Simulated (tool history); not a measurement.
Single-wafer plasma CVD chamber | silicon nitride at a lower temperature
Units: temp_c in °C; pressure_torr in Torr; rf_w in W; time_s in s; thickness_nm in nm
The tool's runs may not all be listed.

{"run": 1, "hour": 0.0, "temp_c": 345, "pressure_torr": 1.21, "rf_w": 230, "time_s": 43.2, "thickness_nm": 41.628}
{"run": 2, "hour": 6.4, "temp_c": 345, "pressure_torr": 1.11, "rf_w": 215, "time_s": 43.2, "thickness_nm": 37.793}
{"run": 3, "hour": 12.5, "temp_c": 345, "pressure_torr": 1.11, "rf_w": 190, "time_s": 43.2, "thickness_nm": 33.876}
{"run": 4, "hour": 18.9, "temp_c": 345, "pressure_torr": 1.07, "rf_w": 190, "time_s": 43.2, "thickness_nm": 33.664}
{"run": 5, "hour": 20.7, "temp_c": 345, "pressure_torr": 0.89, "rf_w": 190, "time_s": 43.2, "thickness_nm": 31.123}
{"run": 6, "hour": 22.0, "temp_c": 345, "pressure_torr": 0.89, "rf_w": 165, "time_s": 43.2, "thickness_nm": 27.116}
{"run": 7, "hour": 26.9, "temp_c": 345, "pressure_torr": 0.98, "rf_w": 165, "time_s": 43.2, "thickness_nm": 28.335}

Forecast run 8:
{"run": 8, "hour": 31.6, "temp_c": 345, "pressure_torr": 1.05, "rf_w": 165, "time_s": 43.2, "thickness_nm": "?"}

{"run 8": {"thickness_nm": 29.363}}
